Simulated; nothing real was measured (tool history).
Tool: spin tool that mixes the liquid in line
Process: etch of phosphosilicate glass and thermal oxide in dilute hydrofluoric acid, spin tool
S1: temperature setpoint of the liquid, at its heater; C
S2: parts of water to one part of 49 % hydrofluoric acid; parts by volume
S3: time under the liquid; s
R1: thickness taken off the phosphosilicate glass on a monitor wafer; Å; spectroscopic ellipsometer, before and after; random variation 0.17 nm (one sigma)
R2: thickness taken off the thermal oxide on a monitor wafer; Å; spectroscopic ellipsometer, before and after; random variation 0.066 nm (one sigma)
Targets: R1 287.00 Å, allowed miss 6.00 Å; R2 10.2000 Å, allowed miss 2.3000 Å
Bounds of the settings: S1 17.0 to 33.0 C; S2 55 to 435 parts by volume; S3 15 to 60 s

{"run": 1, "day": 0.0, "S1": 25.0, "S2": 245, "S3": 30, "R1": 143.67, "R2": 5.7013}
{"run": 2, "day": 0.154, "S1": 28.5, "S2": 245, "S3": 30, "R1": 162.33, "R2": 5.4462}
{"run": 3, "day": 0.288, "S1": 29.0, "S2": 210, "S3": 30, "R1": 199.23, "R2": 7.081}
{"run": 4, "day": 0.362, "S1": 32.0, "S2": 210, "S3": 30, "R1": 222.83, "R2": 7.7834}
{"run": 5, "day": 0.642, "S1": 33.0, "S2": 210, "S3": 30, "R1": 227.53, "R2": 8.5775}
{"run": 6, "day": 0.829, "S1": 33.0, "S2": 210, "S3": 30, "R1": 229.08, "R2": 8.1396}
{"run": 7, "day": 0.971, "S1": 33.0, "S2": 195, "S3": 30, "R1": 250.49, "R2": 8.3948}
{"run": 8, "day": 1.192, "S1": 33.0, "S2": 185, "S3": 30, "R1": 268.69, "R2": 9.5853}
{"run": 9, "day": 1.479, "S1": 33.0, "S2": 180, "S3": 30, "R1": 278.92, "R2": 9.3168}

Which of these 4 next moves meets every target?
{"run": "A", "day": 1.767, "S1": 33.0, "S2": 230, "S3": 40, "R1": "?", "R2": "?"}
{"run": "B", "day": 1.767, "S1": 33.0, "S2": 175, "S3": 30, "R1": "?", "R2": "?"}
{"run": "C", "day": 1.767, "S1": 33.0, "S2": 185, "S3": 30, "R1": "?", "R2": "?"}
{"run": "D", "day": 1.767, "S1": 30.5, "S2": 150, "S3": 25, "R1": "?", "R2": "?"}

move=A R1=273.24 R2=10.2290
move=B R1=289.36 R2=10.8320
move=C R1=270.07 R2=10.1100
move=D R1=266.57 R2=9.9787
A: further off than the last run
B: meets every target
C: further off than the last run
D: further off than the last run
Move B is the one to make.

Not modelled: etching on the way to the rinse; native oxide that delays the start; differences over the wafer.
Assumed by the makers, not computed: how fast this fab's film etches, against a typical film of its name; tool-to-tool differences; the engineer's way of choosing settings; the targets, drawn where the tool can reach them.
